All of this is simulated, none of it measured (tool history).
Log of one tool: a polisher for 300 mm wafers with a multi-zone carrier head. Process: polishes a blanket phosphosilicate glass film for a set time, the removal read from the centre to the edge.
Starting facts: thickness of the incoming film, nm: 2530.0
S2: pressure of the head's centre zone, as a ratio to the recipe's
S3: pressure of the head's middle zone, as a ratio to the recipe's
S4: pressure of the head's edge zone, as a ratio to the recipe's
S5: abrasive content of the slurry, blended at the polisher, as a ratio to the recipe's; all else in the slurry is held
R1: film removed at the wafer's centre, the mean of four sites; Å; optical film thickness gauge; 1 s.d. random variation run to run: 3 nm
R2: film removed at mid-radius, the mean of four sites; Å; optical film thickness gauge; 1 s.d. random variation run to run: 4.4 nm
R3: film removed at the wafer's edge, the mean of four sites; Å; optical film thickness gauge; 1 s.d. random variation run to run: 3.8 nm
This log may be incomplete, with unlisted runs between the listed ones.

{"run": 1, "hour": 0.0, "flow of slurry (ml/min)": 205, "S2": 1.0, "S3": 1.0, "S4": 1.0, "S5": 1.0, "polishing time (s)": 41, "R1": 3844.8, "R2": 3879.2, "R3": 4009.4}
{"run": 2, "hour": 2.7, "flow of slurry (ml/min)": 215, "S2": 1.0, "S3": 1.02, "S4": 1.01, "S5": 1.0, "polishing time (s)": 41, "R1": 3862.3, "R2": 4013.2, "R3": 3961.1}
{"run": 3, "hour": 4.2, "flow of slurry (ml/min)": 215, "S2": 1.0, "S3": 1.02, "S4": 1.01, "S5": 1.0, "polishing time (s)": 50, "R1": 4716.6, "R2": 4866.7, "R3": 4803.9}
{"run": 4, "hour": 7.5, "flow of slurry (ml/min)": 210, "S2": 0.99, "S3": 1.03, "S4": 1.0, "S5": 1.0, "polishing time (s)": 50, "R1": 4601.5, "R2": 4837.1, "R3": 4793.8}
{"run": 5, "hour": 10.5, "flow of slurry (ml/min)": 210, "S2": 0.99, "S3": 1.03, "S4": 1.0, "S5": 0.8, "polishing time (s)": 50, "R1": 4287.2, "R2": 4450.0, "R3": 4474.0}
{"run": 6, "hour": 16.8, "flow of slurry (ml/min)": 210, "S2": 0.99, "S3": 1.04, "S4": 1.0, "S5": 0.8, "polishing time (s)": 50, "R1": 4259.8, "R2": 4566.5, "R3": 4442.4}

Run 7, settings as shown, results not yet in. Your forecast:
{"run": 7, "hour": 18.6, "flow of slurry (ml/min)": 210, "S2": 0.99, "S3": 1.05, "S4": 1.0, "S5": 0.8, "polishing time (s)": 50, "R1": "?", "R2": "?", "R3": "?"}

{"run 7": {"R1": 4293.9, "R2": 4578.5, "R3": 4467.0}}
